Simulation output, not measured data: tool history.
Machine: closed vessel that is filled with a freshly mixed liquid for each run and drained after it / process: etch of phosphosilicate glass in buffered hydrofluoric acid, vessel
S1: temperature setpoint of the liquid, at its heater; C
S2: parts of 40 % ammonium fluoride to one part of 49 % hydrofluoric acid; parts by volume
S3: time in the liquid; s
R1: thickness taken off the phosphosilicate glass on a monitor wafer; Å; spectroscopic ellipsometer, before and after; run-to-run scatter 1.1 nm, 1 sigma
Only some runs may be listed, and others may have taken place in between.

run 1 hour=0.0 | S1=21.0 S2=23.5 S3=90 | R1=2097.1
run 2 hour=8.5 | S1=21.0 S2=23.5 S3=90 | R1=2105.1
run 3 hour=17.3 | S1=23.0 S2=23.5 S3=90 | R1=2357.0
run 4 hour=21.8 | S1=23.5 S2=23.5 S3=90 | R1=2421.7
run 5 hour=23.5 | S1=20.0 S2=23.5 S3=90 | R1=1969.4
run 6 hour=31.2 | S1=18.0 S2=23.5 S3=90 | R1=1775.4
run 7 hour=34.4 | S1=22.0 S2=23.0 S3=90 | R1=2251.9

For run 8, what comes out?
run 8 hour=42.6 | S1=22.5 S2=23.0 S3=90 | R1=?

R1: 2303.6 Å
